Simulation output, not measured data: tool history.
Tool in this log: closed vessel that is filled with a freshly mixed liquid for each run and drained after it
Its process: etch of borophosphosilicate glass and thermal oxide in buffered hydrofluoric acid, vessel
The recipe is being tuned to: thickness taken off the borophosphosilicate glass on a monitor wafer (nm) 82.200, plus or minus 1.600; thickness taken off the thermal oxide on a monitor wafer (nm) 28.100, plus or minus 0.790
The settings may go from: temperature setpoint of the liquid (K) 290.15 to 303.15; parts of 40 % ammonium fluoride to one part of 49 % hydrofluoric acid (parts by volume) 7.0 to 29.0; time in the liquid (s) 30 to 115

run	hour	temperature setpoint of the liquid (K)	parts of 40 % ammonium fluoride to one part of 49 % hydrofluoric acid (parts by volume)	time in the liquid (s)	thickness taken off the borophosphosilicate glass on a monitor wafer (nm)	thickness taken off the thermal oxide on a monitor wafer (nm)
1	0.0	295.15	18.0	60	113.520	38.909
2	6.1	293.65	18.5	60	100.470	34.093
3	10.6	291.15	18.5	60	87.744	29.791
4	17.1	291.15	21.5	60	75.357	25.648
5	23.1	290.15	21.5	60	71.097	24.305
6	28.7	291.15	21.5	60	75.473	25.699
7	36.7	291.65	21.5	60	77.303	26.459
8	43.6	293.15	21.5	60	84.961	28.762
# hour 46.0: hydrofluoric acid flow meter replaced
9	46.0	292.65	21.5	60	78.209	26.724

Which single option among these 5 for the next run brings every result within its allowed miss of target? Just one does.
A	48.4	295.65	26.0	55	?	?
B	48.4	293.65	22.5	65	?	?
C	48.4	290.65	18.0	60	?	?
D	48.4	290.65	15.5	55	?	?
E	48.4	291.65	13.5	45	?	?

move	thickness taken off the borophosphosilicate glass on a monitor wafer (nm)	thickness taken off the thermal oxide on a monitor wafer (nm)
A	74.319	25.310
B	86.945	29.565
C	81.759	27.726
D	86.917	29.455
E	86.226	29.220
A: further off than the last run
B: the result that was furthest off in the last run now lies on the other side of its target
C: hits every target within its allowed miss
D: the result that was furthest off in the last run now lies on the other side of its target
E: the result that was furthest off in the last run now lies on the other side of its target
The right move is C.

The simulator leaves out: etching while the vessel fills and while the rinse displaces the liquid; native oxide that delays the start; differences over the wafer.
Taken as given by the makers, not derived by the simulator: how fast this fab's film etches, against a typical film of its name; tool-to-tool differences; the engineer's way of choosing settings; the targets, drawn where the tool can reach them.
